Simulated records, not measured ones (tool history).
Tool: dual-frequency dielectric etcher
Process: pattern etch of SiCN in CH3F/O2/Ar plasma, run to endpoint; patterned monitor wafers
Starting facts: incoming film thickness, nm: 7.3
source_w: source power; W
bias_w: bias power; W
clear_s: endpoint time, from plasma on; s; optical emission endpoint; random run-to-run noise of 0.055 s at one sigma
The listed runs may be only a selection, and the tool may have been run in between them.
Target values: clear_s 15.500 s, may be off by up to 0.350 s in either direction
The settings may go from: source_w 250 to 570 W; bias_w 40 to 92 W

Run 1, hour 0.0: source_w 410 W, bias_w 66 W. Result: clear_s 19.136 s.
Run 2, hour 6.6: source_w 410 W, bias_w 62 W. Result: clear_s 19.730 s.
Run 3, hour 10.2: source_w 430 W, bias_w 64 W. Result: clear_s 19.041 s.
Run 4, hour 16.0: source_w 460 W, bias_w 64 W. Result: clear_s 18.505 s.
Run 5, hour 23.3: source_w 460 W, bias_w 69 W. Result: clear_s 17.708 s.
Run 6, hour 27.5: source_w 470 W, bias_w 69 W. Result: clear_s 17.669 s.
Run 7, hour 28.2: source_w 480 W, bias_w 70 W. Result: clear_s 17.431 s.
Run 8, hour 37.1: source_w 490 W, bias_w 71 W. Result: clear_s 17.174 s.
Run 9, hour 39.5: source_w 500 W, bias_w 72 W. Result: clear_s 16.951 s.
Run 10, hour 40.5: source_w 510 W, bias_w 73 W. Result: clear_s 16.781 s.
Run 11, hour 47.7: source_w 520 W, bias_w 74 W. Result: clear_s 16.518 s.

Which of these 5 next moves meets every target?
Run A, hour 54.9: source_w 550 W, bias_w 81 W. Result: clear_s ?.
Run B, hour 54.9: source_w 530 W, bias_w 72 W. Result: clear_s ?.
Run C, hour 54.9: source_w 480 W, bias_w 65 W. Result: clear_s ?.
Run D, hour 54.9: source_w 550 W, bias_w 72 W. Result: clear_s ?.
Run E, hour 54.9: source_w 450 W, bias_w 68 W. Result: clear_s ?.

move  clear_s
   A   15.469
   B   16.589
   C   18.095
   D   16.357
   E   18.146
A: each result inside its tolerance
B: its largest miss is bigger than the last run's
C: its largest miss is bigger than the last run's
D: nearer than the last run, and not there yet
E: its largest miss is bigger than the last run's
The right move is A.
